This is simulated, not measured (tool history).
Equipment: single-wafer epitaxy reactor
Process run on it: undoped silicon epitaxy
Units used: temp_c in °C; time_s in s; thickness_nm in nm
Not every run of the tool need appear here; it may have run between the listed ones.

Run 1, hour 0: temp_c 645 °C, time_s 242 s. Result: thickness_nm 39.005 nm.
Run 2, hour 4.9: temp_c 646 °C, time_s 242 s. Result: thickness_nm 39.58 nm.
Run 3, hour 12.7: temp_c 646 °C, time_s 209 s. Result: thickness_nm 34.048 nm.
Run 4, hour 18: temp_c 648 °C, time_s 209 s. Result: thickness_nm 35.551 nm.
Run 5, hour 22.5: temp_c 648 °C, time_s 193 s. Result: thickness_nm 32.804 nm.
Run 6, hour 23.3: temp_c 648 °C, time_s 224 s. Result: thickness_nm 38.094 nm.

Run 7 is up next; what results do you expect?
Run 7, hour 31: temp_c 649 °C, time_s 224 s. Result: thickness_nm ?.

thickness_nm: 38.819 nm
